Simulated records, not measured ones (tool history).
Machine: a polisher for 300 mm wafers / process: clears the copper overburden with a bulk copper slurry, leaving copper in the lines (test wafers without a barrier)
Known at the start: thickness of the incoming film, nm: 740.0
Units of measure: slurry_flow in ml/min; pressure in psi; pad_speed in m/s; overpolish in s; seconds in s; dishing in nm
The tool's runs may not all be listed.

run 1 hour=0 | slurry_flow=125 pressure=1.6 pad_speed=1 slurry_solids=1 overpolish=10 | seconds=142.13 dishing=32.865
run 2 hour=3.9 | slurry_flow=135 pressure=1.6 pad_speed=1 slurry_solids=1 overpolish=10 | seconds=137.4 dishing=33.216
run 3 hour=6.1 | slurry_flow=135 pressure=1.2 pad_speed=1 slurry_solids=1 overpolish=10 | seconds=171.3 dishing=28.178
run 4 hour=13 | slurry_flow=135 pressure=1.2 pad_speed=1 slurry_solids=1 overpolish=12 | seconds=168.59 dishing=33.125
run 5 hour=15.6 | slurry_flow=155 pressure=1.2 pad_speed=1 slurry_solids=1 overpolish=12 | seconds=161.01 dishing=32.933
run 6 hour=19.3 | slurry_flow=155 pressure=1 pad_speed=1 slurry_solids=1 overpolish=12 | seconds=183.93 dishing=29.381
run 7 hour=26 | slurry_flow=160 pressure=1.2 pad_speed=1 slurry_solids=1 overpolish=11 | seconds=161.97 dishing=29.729
run 8 hour=28.9 | slurry_flow=175 pressure=1.7 pad_speed=1.02 slurry_solids=1 overpolish=6 | seconds=127.46 dishing=23.759
run 9 hour=29.9 | slurry_flow=175 pressure=1.8 pad_speed=1.02 slurry_solids=1 overpolish=6 | seconds=119.59 dishing=25.094
run 10 hour=38.1 | slurry_flow=175 pressure=1.9 pad_speed=1.02 slurry_solids=1 overpolish=6 | seconds=115.72 dishing=26.198
run 11 hour=43.6 | slurry_flow=175 pressure=2 pad_speed=1.02 slurry_solids=1 overpolish=6 | seconds=112.39 dishing=27.727
run 12 hour=51.7 | slurry_flow=175 pressure=2 pad_speed=1.02 slurry_solids=1 overpolish=6 | seconds=113.57 dishing=27.343
run 13 hour=54.1 | slurry_flow=175 pressure=2.1 pad_speed=1.02 slurry_solids=1 overpolish=6 | seconds=108.33 dishing=27.323

For run 14, what comes out?
run 14 hour=55.5 | slurry_flow=175 pressure=2.3 pad_speed=1.02 slurry_solids=1 overpolish=6 | seconds=? dishing=?

{"run 14": {"seconds": 100.16, "dishing": 29.286}}
